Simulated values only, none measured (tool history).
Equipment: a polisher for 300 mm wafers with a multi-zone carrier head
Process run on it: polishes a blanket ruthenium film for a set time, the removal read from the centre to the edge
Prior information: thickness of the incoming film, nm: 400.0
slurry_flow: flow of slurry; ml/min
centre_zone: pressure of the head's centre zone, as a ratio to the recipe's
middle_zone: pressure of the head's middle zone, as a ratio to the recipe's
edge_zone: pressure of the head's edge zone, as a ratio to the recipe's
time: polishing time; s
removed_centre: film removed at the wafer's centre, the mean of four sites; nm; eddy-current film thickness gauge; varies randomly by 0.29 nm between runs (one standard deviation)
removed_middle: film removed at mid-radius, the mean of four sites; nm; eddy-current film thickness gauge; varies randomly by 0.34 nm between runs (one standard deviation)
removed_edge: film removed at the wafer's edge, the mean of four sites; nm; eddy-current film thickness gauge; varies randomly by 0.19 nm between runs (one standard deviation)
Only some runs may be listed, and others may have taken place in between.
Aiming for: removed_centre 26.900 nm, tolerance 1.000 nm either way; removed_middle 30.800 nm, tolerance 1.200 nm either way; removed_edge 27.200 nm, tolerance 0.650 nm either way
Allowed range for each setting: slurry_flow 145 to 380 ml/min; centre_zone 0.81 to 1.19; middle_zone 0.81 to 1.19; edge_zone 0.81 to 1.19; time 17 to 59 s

Run 1, hour 0.0: slurry_flow 245 ml/min, centre_zone 1.00, middle_zone 1.00, edge_zone 1.00, time 38 s. Result: removed_centre 56.535 nm, removed_middle 53.542 nm, removed_edge 55.676 nm.
Run 2, hour 3.6: slurry_flow 220 ml/min, centre_zone 0.97, middle_zone 1.01, edge_zone 0.96, time 33 s. Result: removed_centre 46.217 nm, removed_middle 47.486 nm, removed_edge 46.499 nm.
Run 3, hour 9.8: slurry_flow 215 ml/min, centre_zone 0.96, middle_zone 1.00, edge_zone 0.93, time 29 s. Result: removed_centre 39.327 nm, removed_middle 40.767 nm, removed_edge 40.614 nm.
Run 4, hour 13.5: slurry_flow 215 ml/min, centre_zone 0.96, middle_zone 1.00, edge_zone 0.86, time 29 s. Result: removed_centre 40.065 nm, removed_middle 40.892 nm, removed_edge 39.041 nm.
Run 5, hour 18.0: slurry_flow 210 ml/min, centre_zone 0.95, middle_zone 1.01, edge_zone 0.85, time 26 s. Result: removed_centre 35.387 nm, removed_middle 36.349 nm, removed_edge 34.380 nm.
Run 6, hour 18.8: slurry_flow 210 ml/min, centre_zone 0.95, middle_zone 1.01, edge_zone 0.85, time 18 s. Result: removed_centre 23.913 nm, removed_middle 25.387 nm, removed_edge 23.856 nm.
Run 7, hour 26.6: slurry_flow 210 ml/min, centre_zone 0.95, middle_zone 1.03, edge_zone 0.87, time 19 s. Result: removed_centre 25.440 nm, removed_middle 26.798 nm, removed_edge 25.692 nm.
Run 8, hour 27.6: slurry_flow 280 ml/min, centre_zone 0.93, middle_zone 1.13, edge_zone 0.85, time 19 s. Result: removed_centre 26.648 nm, removed_middle 30.729 nm, removed_edge 26.021 nm.

Pick the move, out of 4, that brings all results within their allowed miss; only one does.
Run A, hour 28.6: slurry_flow 350 ml/min, centre_zone 0.82, middle_zone 1.16, edge_zone 0.97, time 20 s. Result: removed_centre ?, removed_middle ?, removed_edge ?.
Run B, hour 28.6: slurry_flow 250 ml/min, centre_zone 0.83, middle_zone 1.10, edge_zone 0.99, time 20 s. Result: removed_centre ?, removed_middle ?, removed_edge ?.
Run C, hour 28.6: slurry_flow 150 ml/min, centre_zone 0.92, middle_zone 1.08, edge_zone 0.81, time 22 s. Result: removed_centre ?, removed_middle ?, removed_edge ?.
Run D, hour 28.6: slurry_flow 295 ml/min, centre_zone 0.81, middle_zone 1.16, edge_zone 0.96, time 20 s. Result: removed_centre ?, removed_middle ?, removed_edge ?.

move  removed_centre  removed_middle  removed_edge
   A          25.091          34.232        29.390
   B          24.409          31.560        28.906
   C          26.921          31.231        27.156
   D          24.338          33.679        28.880
A: takes the result that was furthest off past its target
B: takes the result that was furthest off past its target
C: hits every target within its allowed miss
D: takes the result that was furthest off past its target
Go with C: it meets all targets.

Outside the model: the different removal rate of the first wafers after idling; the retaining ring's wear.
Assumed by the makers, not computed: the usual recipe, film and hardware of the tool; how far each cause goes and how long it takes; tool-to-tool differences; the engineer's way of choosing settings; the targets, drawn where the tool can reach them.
